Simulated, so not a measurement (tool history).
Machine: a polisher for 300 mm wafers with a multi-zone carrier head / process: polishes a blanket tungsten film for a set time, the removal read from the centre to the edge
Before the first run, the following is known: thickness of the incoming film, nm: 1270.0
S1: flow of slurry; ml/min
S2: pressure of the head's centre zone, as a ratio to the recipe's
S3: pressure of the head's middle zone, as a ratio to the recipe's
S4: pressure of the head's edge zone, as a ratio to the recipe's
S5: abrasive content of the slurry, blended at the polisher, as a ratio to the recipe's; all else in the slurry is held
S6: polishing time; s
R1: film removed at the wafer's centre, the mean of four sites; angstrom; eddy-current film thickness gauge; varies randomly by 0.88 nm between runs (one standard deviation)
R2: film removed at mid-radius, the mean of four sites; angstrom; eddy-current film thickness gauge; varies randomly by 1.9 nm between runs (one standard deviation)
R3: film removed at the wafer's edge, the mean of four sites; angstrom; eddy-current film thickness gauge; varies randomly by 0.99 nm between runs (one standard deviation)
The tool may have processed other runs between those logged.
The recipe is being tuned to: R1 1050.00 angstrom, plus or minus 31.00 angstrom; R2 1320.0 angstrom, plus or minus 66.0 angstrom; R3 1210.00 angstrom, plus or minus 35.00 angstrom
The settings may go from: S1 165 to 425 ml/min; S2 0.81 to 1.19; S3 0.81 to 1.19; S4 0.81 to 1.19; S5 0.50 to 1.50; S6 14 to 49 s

{"run": 1, "hour": 0.0, "S1": 275, "S2": 1.0, "S3": 1.0, "S4": 1.0, "S5": 1.0, "S6": 31, "R1": 1250.3, "R2": 1214.5, "R3": 1235.6}
{"run": 2, "hour": 4.5, "S1": 270, "S2": 0.98, "S3": 1.02, "S4": 1.0, "S5": 1.0, "S6": 31, "R1": 1229.9, "R2": 1228.7, "R3": 1229.1}
{"run": 3, "hour": 13.5, "S1": 270, "S2": 0.98, "S3": 1.02, "S4": 1.0, "S5": 1.0, "S6": 25, "R1": 990.57, "R2": 1006.7, "R3": 981.31}
{"run": 4, "hour": 17.8, "S1": 270, "S2": 0.98, "S3": 1.02, "S4": 0.92, "S5": 1.0, "S6": 25, "R1": 972.01, "R2": 1002.4, "R3": 965.03}
{"run": 5, "hour": 26.8, "S1": 270, "S2": 0.96, "S3": 1.03, "S4": 0.94, "S5": 1.1, "S6": 25, "R1": 987.86, "R2": 1033.3, "R3": 988.39}
{"run": 6, "hour": 35.2, "S1": 270, "S2": 0.94, "S3": 1.05, "S4": 0.96, "S5": 1.15, "S6": 25, "R1": 997.53, "R2": 1066.3, "R3": 1016.9}
{"run": 7, "hour": 39.6, "S1": 275, "S2": 0.92, "S3": 1.07, "S4": 0.98, "S5": 1.2, "S6": 25, "R1": 979.69, "R2": 1101.6, "R3": 1039.3}
{"run": 8, "hour": 43.1, "S1": 280, "S2": 0.91, "S3": 1.09, "S4": 1.0, "S5": 1.25, "S6": 25, "R1": 990.69, "R2": 1146.6, "R3": 1060.2}
{"run": 9, "hour": 46.0, "S1": 310, "S2": 0.88, "S3": 1.16, "S4": 1.1, "S5": 1.45, "S6": 25, "R1": 1015.8, "R2": 1291.1, "R3": 1174.5}
{"run": 10, "hour": 48.1, "S1": 315, "S2": 0.88, "S3": 1.16, "S4": 1.11, "S5": 1.45, "S6": 25, "R1": 1022.7, "R2": 1250.0, "R3": 1197.6}

Next run, 4 choices. One meets every target within its allowed miss, the rest don't. Which?
{"run": "A", "hour": 50.2, "S1": 330, "S2": 0.87, "S3": 1.15, "S4": 1.07, "S5": 1.15, "S6": 28, "R1": "?", "R2": "?", "R3": "?"}
{"run": "B", "hour": 50.2, "S1": 405, "S2": 0.95, "S3": 1.16, "S4": 1.07, "S5": 1.5, "S6": 25, "R1": "?", "R2": "?", "R3": "?"}
{"run": "C", "hour": 50.2, "S1": 325, "S2": 0.91, "S3": 1.15, "S4": 1.17, "S5": 1.5, "S6": 26, "R1": "?", "R2": "?", "R3": "?"}
{"run": "D", "hour": 50.2, "S1": 305, "S2": 0.89, "S3": 1.19, "S4": 1.12, "S5": 1.4, "S6": 28, "R1": "?", "R2": "?", "R3": "?"}

move=A R1=1064.20 R2=1353.8 R3=1212.70
move=B R1=1147.30 R2=1342.7 R3=1189.50
move=C R1=1119.10 R2=1360.3 R3=1276.20
move=D R1=1146.60 R2=1468.8 R3=1309.10
A: all results land within tolerance of their targets
B: the worst result of the last run now meets its target, but another is out of spec
C: the worst result of the last run now meets its target, but another is out of spec
D: moves the result that the last run missed by most past its target, out the other side
Go with A: it meets all targets.
